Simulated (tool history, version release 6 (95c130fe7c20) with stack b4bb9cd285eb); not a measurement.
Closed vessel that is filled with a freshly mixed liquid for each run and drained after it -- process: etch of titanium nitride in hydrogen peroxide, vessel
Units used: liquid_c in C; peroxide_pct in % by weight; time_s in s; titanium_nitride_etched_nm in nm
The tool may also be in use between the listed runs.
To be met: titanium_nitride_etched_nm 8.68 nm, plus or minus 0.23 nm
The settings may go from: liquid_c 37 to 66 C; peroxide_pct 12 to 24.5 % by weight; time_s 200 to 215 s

run 1 day=0 | liquid_c=53 peroxide_pct=16.5 time_s=200 | titanium_nitride_etched_nm=12.989
run 2 day=0.242 | liquid_c=51.5 peroxide_pct=16.5 time_s=200 | titanium_nitride_etched_nm=11.688
run 3 day=0.288 | liquid_c=51.5 peroxide_pct=13 time_s=200 | titanium_nitride_etched_nm=11.226
run 4 day=0.542 | liquid_c=44.5 peroxide_pct=13 time_s=200 | titanium_nitride_etched_nm=6.5176
-- day=0.596 peroxide flow meter replaced
run 5 day=0.596 | liquid_c=39.5 peroxide_pct=13 time_s=200 | titanium_nitride_etched_nm=4.6186
run 6 day=0.767 | liquid_c=41.5 peroxide_pct=13 time_s=200 | titanium_nitride_etched_nm=5.2511
run 7 day=1.133 | liquid_c=43 peroxide_pct=13 time_s=200 | titanium_nitride_etched_nm=6.0007
run 8 day=1.392 | liquid_c=49 peroxide_pct=13 time_s=200 | titanium_nitride_etched_nm=9.21

Which single option among these 4 for the next run brings every result within its allowed miss of target? Just one does.
run A day=1.65 | liquid_c=47 peroxide_pct=12.5 time_s=215 | titanium_nitride_etched_nm=?
run B day=1.65 | liquid_c=46.5 peroxide_pct=14 time_s=210 | titanium_nitride_etched_nm=?
run C day=1.65 | liquid_c=50 peroxide_pct=12 time_s=200 | titanium_nitride_etched_nm=?
run D day=1.65 | liquid_c=46 peroxide_pct=18.5 time_s=200 | titanium_nitride_etched_nm=?

move=A titanium_nitride_etched_nm=8.6535
move=B titanium_nitride_etched_nm=8.3419
move=C titanium_nitride_etched_nm=9.9329
move=D titanium_nitride_etched_nm=8.1209
A: in spec on every target
B: takes the result that was furthest off past its target
C: misses by more than the last run did
D: takes the result that was furthest off past its target
A meets every target.

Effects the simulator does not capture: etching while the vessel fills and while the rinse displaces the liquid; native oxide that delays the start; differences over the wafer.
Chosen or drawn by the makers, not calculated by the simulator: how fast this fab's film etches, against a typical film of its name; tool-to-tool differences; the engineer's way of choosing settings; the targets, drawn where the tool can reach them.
